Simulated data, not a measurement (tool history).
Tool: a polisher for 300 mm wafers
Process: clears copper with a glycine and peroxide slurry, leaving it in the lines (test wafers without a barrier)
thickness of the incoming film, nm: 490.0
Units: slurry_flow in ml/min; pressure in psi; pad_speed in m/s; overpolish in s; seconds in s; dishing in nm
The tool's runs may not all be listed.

run,hour,slurry_flow,pressure,pad_speed,overpolish,seconds,dishing
1,0.0,195,2.7,0.84,16,106.000,53.950
2,3.7,195,3.1,0.86,15,94.608,53.135
3,10.4,195,3.1,0.86,12,92.639,44.984
4,18.5,195,3.4,0.88,13,86.150,53.263
5,26.7,240,3.4,0.88,13,84.201,54.183
6,27.9,240,3.6,0.90,13,77.998,56.192

Run 7 comes next. What will it give?
7,35.7,240,3.7,0.92,13,?,?

Run 7 gave seconds 74.978 s, dishing 57.436 nm.

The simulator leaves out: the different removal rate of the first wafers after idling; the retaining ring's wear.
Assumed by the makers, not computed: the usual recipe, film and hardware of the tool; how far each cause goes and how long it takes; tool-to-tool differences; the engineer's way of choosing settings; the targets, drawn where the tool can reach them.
